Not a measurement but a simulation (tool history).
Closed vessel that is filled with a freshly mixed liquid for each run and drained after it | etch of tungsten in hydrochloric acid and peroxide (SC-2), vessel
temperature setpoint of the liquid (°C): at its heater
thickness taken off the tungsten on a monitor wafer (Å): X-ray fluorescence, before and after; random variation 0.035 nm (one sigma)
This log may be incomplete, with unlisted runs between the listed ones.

run	hour	temperature setpoint of the liquid (°C)	parts of water to one part each of 37 % hydrochloric acid and 30 % peroxide (parts by volume)	time in the liquid (s)	thickness taken off the tungsten on a monitor wafer (Å)
1	0.0	50.0	8.5	90	276.52
2	6.4	50.0	8.5	90	274.54
3	12.8	46.5	9.0	90	207.76
4	18.4	44.0	9.5	90	166.38
5	25.7	44.0	9.5	90	167.52
6	29.6	44.0	12.5	90	133.33
7	31.1	42.5	12.5	90	120.25

Run 8 has not been measured yet. What should we expect?
8	33.2	41.5	12.5	90	?

{"run 8": {"thickness taken off the tungsten on a monitor wafer (Å)": 112.1}}
